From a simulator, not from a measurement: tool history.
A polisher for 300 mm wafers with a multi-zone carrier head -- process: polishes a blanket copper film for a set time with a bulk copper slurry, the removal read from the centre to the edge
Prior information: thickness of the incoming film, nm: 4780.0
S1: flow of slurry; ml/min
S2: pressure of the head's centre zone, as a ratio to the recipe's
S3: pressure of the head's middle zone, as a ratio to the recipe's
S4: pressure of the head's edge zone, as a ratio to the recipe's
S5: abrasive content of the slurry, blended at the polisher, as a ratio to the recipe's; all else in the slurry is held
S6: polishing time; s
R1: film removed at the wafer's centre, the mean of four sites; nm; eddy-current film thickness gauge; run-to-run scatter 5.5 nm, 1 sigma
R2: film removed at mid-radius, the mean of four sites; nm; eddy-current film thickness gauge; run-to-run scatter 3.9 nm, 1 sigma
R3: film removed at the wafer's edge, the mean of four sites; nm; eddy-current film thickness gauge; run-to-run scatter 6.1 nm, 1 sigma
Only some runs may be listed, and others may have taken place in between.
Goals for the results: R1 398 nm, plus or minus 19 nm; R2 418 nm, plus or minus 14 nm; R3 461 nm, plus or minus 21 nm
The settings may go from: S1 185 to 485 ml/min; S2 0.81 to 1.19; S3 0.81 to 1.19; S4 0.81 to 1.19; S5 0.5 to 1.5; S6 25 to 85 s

Run 1, hour 0: S1 310 ml/min, S2 1, S3 1, S4 1, S5 1, S6 55 s. Result: R1 341.99 nm, R2 344.58 nm, R3 345.32 nm.
Run 2, hour 6.9: S1 310 ml/min, S2 0.95, S3 1, S4 1, S5 1, S6 55 s. Result: R1 325.08 nm, R2 342.45 nm, R3 348.67 nm.
Run 3, hour 13.8: S1 310 ml/min, S2 0.95, S3 1, S4 1, S5 1.15, S6 55 s. Result: R1 336.97 nm, R2 352.75 nm, R3 347.84 nm.
Run 4, hour 14.3: S1 310 ml/min, S2 0.94, S3 0.99, S4 1.02, S5 1.15, S6 56 s. Result: R1 333.74 nm, R2 349.9 nm, R3 363.89 nm.
Run 5, hour 18: S1 355 ml/min, S2 0.94, S3 0.99, S4 1.02, S5 1.15, S6 56 s. Result: R1 344.3 nm, R2 356.59 nm, R3 370.36 nm.
Run 6, hour 25.4: S1 355 ml/min, S2 0.94, S3 0.99, S4 1.1, S5 1.15, S6 56 s. Result: R1 339.59 nm, R2 359.35 nm, R3 382.82 nm.
Run 7, hour 27.7: S1 355 ml/min, S2 0.94, S3 0.99, S4 1.1, S5 1.15, S6 56 s. Result: R1 340.05 nm, R2 358.9 nm, R3 382.88 nm.
Run 8, hour 35.1: S1 360 ml/min, S2 0.94, S3 0.99, S4 1.11, S5 1.2, S6 57 s. Result: R1 347.37 nm, R2 368.99 nm, R3 390.82 nm.
Run 9, hour 40.4: S1 365 ml/min, S2 0.94, S3 0.99, S4 1.12, S5 1.2, S6 58 s. Result: R1 358.94 nm, R2 380.55 nm, R3 400.16 nm.

Which one of the following 5 next-run settings gets every result inside its allowed miss? There is exactly one.
Run A, hour 45.7: S1 380 ml/min, S2 1.19, S3 1.06, S4 1.01, S5 1.25, S6 48 s. Result: R1 ?, R2 ?, R3 ?.
Run B, hour 45.7: S1 390 ml/min, S2 0.84, S3 1.11, S4 1.15, S5 1.1, S6 63 s. Result: R1 ?, R2 ?, R3 ?.
Run C, hour 45.7: S1 340 ml/min, S2 0.91, S3 0.94, S4 1.11, S5 1.1, S6 68 s. Result: R1 ?, R2 ?, R3 ?.
Run D, hour 45.7: S1 385 ml/min, S2 1.13, S3 1.06, S4 1.11, S5 1.4, S6 59 s. Result: R1 ?, R2 ?, R3 ?.
Run E, hour 45.7: S1 355 ml/min, S2 0.95, S3 1.12, S4 1.09, S5 1.3, S6 62 s. Result: R1 ?, R2 ?, R3 ?.

move      R1      R2      R3
   A  387.57  336.51  315.22
   B  348.84  447.11  427.46
   C  402.47  417.34  450.52
   D  464.61     425  415.68
   E  400.19   456.5  423.26
A: its largest miss is bigger than the last run's
B: gains on the last run, yet a result remains outside its allowed miss
C: every result lands within tolerance
D: its largest miss is bigger than the last run's
E: gains on the last run, yet a result remains outside its allowed miss
C is the move that brings every result within its allowed miss.
